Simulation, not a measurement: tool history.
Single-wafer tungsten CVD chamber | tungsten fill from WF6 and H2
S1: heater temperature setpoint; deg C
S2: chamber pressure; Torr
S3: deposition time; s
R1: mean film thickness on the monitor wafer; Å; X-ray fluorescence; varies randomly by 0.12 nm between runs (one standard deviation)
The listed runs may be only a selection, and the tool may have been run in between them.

run  hour   S1    S2    S3      R1
  1     0  375  28.1  27.9  472.84
  2   3.9  375  23.9  27.9  433.43
  3   6.2  375  23.9  27.9   429.9
  4     7  382  23.9  27.9  510.67
  5  10.7  375  23.9  27.9     433
  6  12.4  375  23.9  27.9  432.82
  7  18.4  371  23.8  27.9  390.94
  8    25  371  23.8  27.9  391.35

What does the tool deliver on the next run?
  9  27.2  359  23.5  27.9   ?

R1: 288.55 Å
